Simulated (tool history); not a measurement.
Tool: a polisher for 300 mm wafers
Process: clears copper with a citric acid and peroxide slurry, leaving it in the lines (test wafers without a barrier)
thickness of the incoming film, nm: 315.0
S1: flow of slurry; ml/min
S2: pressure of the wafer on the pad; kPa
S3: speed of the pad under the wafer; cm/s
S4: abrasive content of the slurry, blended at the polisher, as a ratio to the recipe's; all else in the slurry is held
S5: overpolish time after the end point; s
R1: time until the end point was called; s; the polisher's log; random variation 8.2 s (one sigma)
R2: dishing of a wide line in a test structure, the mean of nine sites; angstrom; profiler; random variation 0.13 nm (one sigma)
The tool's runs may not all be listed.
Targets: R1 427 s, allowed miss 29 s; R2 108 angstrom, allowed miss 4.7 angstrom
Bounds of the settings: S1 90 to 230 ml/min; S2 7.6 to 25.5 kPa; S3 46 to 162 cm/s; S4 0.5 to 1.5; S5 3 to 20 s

run  hour   S1    S2   S3   S4  S5      R1      R2
  1     0  150  16.5  104    1  10  208.42   126.2
  2   5.1  150  16.5  104    1  12  218.85  154.29
  3     6  150  16.5  104    1   8  220.62  102.32
  4  12.5  150  16.5  104    1   6  214.21  76.042
  5  21.2  150  16.5  104  0.8   6  215.86  73.789
  6  29.5  145  13.8  100  0.9   9  263.12  92.526
  7  30.6  145  11.7   96    1  10   318.5  85.189
  8  34.1  140  10.3   96    1  11  369.13  83.376
  9  42.4  130  10.3   96    1  12  350.86  88.168
 10  48.4  145   9.7   96    1  12  386.52  83.699

5 next moves are on the table. One of them brings every result within its allowed miss. Which?
  A  54.4  160   7.6  112   0.9  17   ?   ?
  B  54.4  170   7.6   92  0.85  18   ?   ?
  C  54.4  150  10.3   82   0.9  15   ?   ?
  D  54.4  145  10.3  100     1  15   ?   ?
  E  54.4   90     9  112   0.9   9   ?   ?

move      R1      R2
   A   413.1  108.96
   B  497.71  96.361
   C   418.3   96.08
   D  341.22  116.78
   E  397.64   61.35
A: meets every target
B: nearer than the last run, and not there yet
C: nearer than the last run, and not there yet
D: takes the result that was furthest off past its target
E: further off than the last run
Move A is the one to make.
